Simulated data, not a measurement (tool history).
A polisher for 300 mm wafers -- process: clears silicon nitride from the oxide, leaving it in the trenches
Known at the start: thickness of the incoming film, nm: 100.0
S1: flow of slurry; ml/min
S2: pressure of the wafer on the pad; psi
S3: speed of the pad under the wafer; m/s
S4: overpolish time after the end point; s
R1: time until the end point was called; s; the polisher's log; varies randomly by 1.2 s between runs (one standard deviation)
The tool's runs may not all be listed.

run,hour,S1,S2,S3,S4,R1
1,0,270,2.7,1.28,29,89.955
2,3.8,270,2.7,1.16,29,100.62
3,12.8,270,2.6,1.16,29,100.22
4,18.7,270,2.5,1.16,29,104.72
5,20.1,225,2.5,1.16,29,106.9
6,26.2,225,2.5,1.16,29,105.49

Forecast run 7:
7,30.9,225,2.4,1.16,29,?

{"run 7": {"R1": 107.1}}
